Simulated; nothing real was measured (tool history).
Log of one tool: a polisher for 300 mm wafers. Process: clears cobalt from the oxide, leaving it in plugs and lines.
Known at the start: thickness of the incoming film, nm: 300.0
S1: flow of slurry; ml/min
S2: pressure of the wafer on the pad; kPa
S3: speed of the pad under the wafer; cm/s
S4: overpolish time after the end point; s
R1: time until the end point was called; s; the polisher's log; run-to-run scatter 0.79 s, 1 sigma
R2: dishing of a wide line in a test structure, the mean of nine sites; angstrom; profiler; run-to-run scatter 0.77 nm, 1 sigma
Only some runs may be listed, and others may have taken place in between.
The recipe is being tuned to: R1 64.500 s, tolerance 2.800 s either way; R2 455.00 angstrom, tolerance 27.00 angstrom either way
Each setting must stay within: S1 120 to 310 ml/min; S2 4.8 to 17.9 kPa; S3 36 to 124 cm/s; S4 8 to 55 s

| run | hour | S1 | S2 | S3 | S4 | R1 | R2 |
|---|---|---|---|---|---|---|---|
| 1 | 0.0 | 200 | 11.0 | 80 | 28 | 87.730 | 474.78 |
| 2 | 6.4 | 200 | 11.0 | 70 | 28 | 99.167 | 457.13 |
| 3 | 12.6 | 200 | 11.0 | 70 | 23 | 100.420 | 414.85 |
| 4 | 18.7 | 200 | 11.7 | 70 | 22 | 94.749 | 426.97 |
| 5 | 25.6 | 200 | 12.4 | 70 | 20 | 88.535 | 404.97 |
| 6 | 31.1 | 200 | 13.1 | 70 | 20 | 83.971 | 416.98 |
| 7 | 39.1 | 200 | 13.8 | 70 | 20 | 81.063 | 419.40 |
| 8 | 43.4 | 205 | 17.2 | 72 | 20 | 63.838 | 485.82 |
|  | 45.5 | slurry nozzle cleaned |
| 9 | 45.5 | 205 | 17.2 | 72 | 19 | 60.135 | 488.32 |
| 10 | 51.0 | 205 | 16.5 | 72 | 18 | 62.620 | 468.61 |

Below are 5 possible settings for the next run. Only one of them brings all results inside the allowed miss of their targets. Which is it?
| A | 56.5 | 230 | 17.9 | 68 | 17 | ? | ? |
| B | 56.5 | 225 | 15.2 | 74 | 19 | ? | ? |
| C | 56.5 | 240 | 16.5 | 68 | 31 | ? | ? |
| D | 56.5 | 215 | 17.9 | 70 | 17 | ? | ? |
| E | 56.5 | 170 | 13.8 | 88 | 23 | ? | ? |

| move | R1 | R2 |
|---|---|---|
| A | 59.754 | 461.43 |
| B | 65.054 | 467.76 |
| C | 64.305 | 567.06 |
| D | 58.611 | 465.71 |
| E | 62.924 | 515.92 |
A: misses by more than the last run did
B: every result lands within tolerance
C: corrects the largest miss of the last run, while another result sits out of spec
D: misses by more than the last run did
E: corrects the largest miss of the last run, while another result sits out of spec
B meets every target.
